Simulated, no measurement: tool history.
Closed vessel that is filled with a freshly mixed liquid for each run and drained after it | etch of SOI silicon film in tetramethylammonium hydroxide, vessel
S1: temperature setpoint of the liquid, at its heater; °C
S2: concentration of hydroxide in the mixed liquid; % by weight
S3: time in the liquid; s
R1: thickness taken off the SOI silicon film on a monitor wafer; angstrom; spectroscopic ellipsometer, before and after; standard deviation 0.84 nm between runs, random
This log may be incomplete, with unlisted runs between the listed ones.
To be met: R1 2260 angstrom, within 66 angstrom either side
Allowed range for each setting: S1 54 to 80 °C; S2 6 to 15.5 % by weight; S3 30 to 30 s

run    day    S1    S2  S3      R1
  1      0    67  10.5  30  1771.5
  2  0.371    67   9.5  30  1839.5
  3  0.729    67   9.5  30  1833.7
  4   1.05    67   9.5  30  1837.3
  5  1.208    67  11.5  30  1715.3
  6  1.329    67    13  30  1632.3
  7  1.442    68    13  30  1727.1
  8  1.521  68.5    13  30  1768.1
  9  1.583    69    13  30  1836.2
 10   1.65  69.5    13  30  1896.6
 11  1.879    70    13  30  1953.2
 12  1.921  70.5    13  30  2009.7
 13  2.221  70.5    13  30    2008
 14  2.533    71    13  30    2069
 15  2.638    71    13  30  2069.9
 16  2.883    72    13  30  2184.3

Pick the move, out of 4, that brings all results within their allowed miss; only one does.
  A  3.129  72.5  14.5  30   ?
  B  3.129  71.5    13  30   ?
  C  3.129  71.5  11.5  30   ?
  D  3.129  71.5  13.5  30   ?

move      R1
   A  2131.2
   B  2122.6
   C  2234.1
   D  2085.4
A: further off than the last run
B: further off than the last run
C: every result within its allowed miss
D: further off than the last run
C meets every target.
